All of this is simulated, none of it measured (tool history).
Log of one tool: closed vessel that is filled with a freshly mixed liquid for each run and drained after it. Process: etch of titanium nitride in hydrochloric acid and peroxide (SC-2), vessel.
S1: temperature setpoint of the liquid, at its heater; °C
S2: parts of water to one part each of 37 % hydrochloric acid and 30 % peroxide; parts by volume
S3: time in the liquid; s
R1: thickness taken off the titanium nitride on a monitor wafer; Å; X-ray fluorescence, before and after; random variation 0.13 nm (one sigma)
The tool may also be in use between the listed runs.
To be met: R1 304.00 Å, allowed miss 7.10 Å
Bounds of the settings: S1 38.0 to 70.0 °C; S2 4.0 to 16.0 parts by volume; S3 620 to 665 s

| run | hour | S1 | S2 | S3 | R1 |
|---|---|---|---|---|---|
| 1 | 0.0 | 54.0 | 9.0 | 620 | 249.91 |
| 2 | 1.3 | 55.0 | 9.0 | 620 | 265.73 |
| 3 | 4.1 | 55.0 | 7.0 | 620 | 326.30 |
| 4 | 12.5 | 58.0 | 7.0 | 620 | 395.43 |
| 5 | 20.5 | 58.0 | 5.0 | 620 | 512.33 |
| 6 | 23.6 | 56.0 | 5.0 | 620 | 449.77 |
| 7 | 26.1 | 54.5 | 5.0 | 620 | 402.49 |
| 8 | 34.3 | 53.5 | 5.0 | 620 | 379.66 |
| 9 | 38.8 | 52.5 | 5.0 | 620 | 355.49 |
| 10 | 45.5 | 52.0 | 5.0 | 620 | 343.42 |

Which of these 4 next moves meets every target?
| A | 52.2 | 54.0 | 5.5 | 620 | ? |
| B | 52.2 | 52.0 | 7.0 | 665 | ? |
| C | 52.2 | 50.0 | 5.0 | 620 | ? |
| D | 52.2 | 50.0 | 4.5 | 620 | ? |

| move | R1 |
|---|---|
| A | 365.50 |
| B | 286.61 |
| C | 300.91 |
| D | 324.06 |
A: further off than the last run
B: takes the result that was furthest off past its target
C: meets every target
D: nearer than the last run, and not there yet
The right move is C.
